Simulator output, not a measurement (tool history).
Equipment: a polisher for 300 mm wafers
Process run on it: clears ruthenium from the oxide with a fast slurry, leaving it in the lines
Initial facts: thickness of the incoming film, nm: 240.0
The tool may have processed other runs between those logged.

| run | hour | flow of slurry (ml/min) | pressure of the wafer on the pad (kPa) | speed of the pad under the wafer (cm/s) | abrasive content of the slurry | overpolish time after the end point (s) | time until the end point was called (s) | dishing of a wide line in a test structure (nm) |
|---|---|---|---|---|---|---|---|---|
| 1 | 0 | 190 | 15.9 | 122 | 1 | 10 | 56.253 | 34.171 |
| 2 | 1.1 | 190 | 15.9 | 122 | 0.9 | 10 | 58.129 | 33.832 |
| 3 | 4 | 195 | 17.9 | 124 | 0.95 | 8 | 50.141 | 30.728 |
| 4 | 7.6 | 195 | 15.2 | 124 | 0.95 | 8 | 60.358 | 26.919 |
| 5 | 16.6 | 195 | 18.6 | 124 | 0.95 | 8 | 47.823 | 33.457 |
| 6 | 24.4 | 195 | 20 | 126 | 0.95 | 7 | 43.541 | 32.108 |
| 7 | 31.3 | 195 | 21.4 | 128 | 0.95 | 6 | 41.23 | 28.918 |
| 8 | 33.9 | 195 | 22.1 | 130 | 0.95 | 6 | 38.942 | 30.787 |
| 9 | 41.8 | 200 | 24.8 | 138 | 0.95 | 3 | 32.687 | 19.042 |

What will run 10 give?
| 10 | 47 | 205 | 20.7 | 168 | 1.1 | 6 | ? | ? |

{"run 10": {"time until the end point was called (s)": 29.875, "dishing of a wide line in a test structure (nm)": 38.504}}
